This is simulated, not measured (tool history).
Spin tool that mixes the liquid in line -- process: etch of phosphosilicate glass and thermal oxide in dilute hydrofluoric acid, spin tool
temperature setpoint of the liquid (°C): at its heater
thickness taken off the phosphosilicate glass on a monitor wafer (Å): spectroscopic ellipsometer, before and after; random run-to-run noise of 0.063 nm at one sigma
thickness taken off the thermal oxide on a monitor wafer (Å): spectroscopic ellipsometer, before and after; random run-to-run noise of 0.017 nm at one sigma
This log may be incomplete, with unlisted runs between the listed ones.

run	hour	temperature setpoint of the liquid (°C)	parts of water to one part of 49 % hydrofluoric acid (parts by volume)	time under the liquid (s)	thickness taken off the phosphosilicate glass on a monitor wafer (Å)	thickness taken off the thermal oxide on a monitor wafer (Å)
1	0	23	270	30	174.92	3.5062
2	3.3	22	295	30	151.51	4.2204
3	5.1	22	200	30	249.42	6.3084
4	13.5	22	200	40	323.87	8.6371
5	22.5	25.5	200	40	371.62	9.9365
6	26.3	25.5	140	40	573.12	13.919
7	28.2	24	190	40	372.47	10.435
8	35.1	23	235	40	282.02	7.0484
9	38.4	22	270	40	229.81	5.4811
10	43	21	300	40	191.78	4.4962
11	48.2	20.5	330	40	167.99	4.234

Estimate the outcome of run 12 from the log above:
12	50.2	20	355	40	?	?

thickness taken off the phosphosilicate glass on a monitor wafer (Å): 149.35
thickness taken off the thermal oxide on a monitor wafer (Å): 3.3347
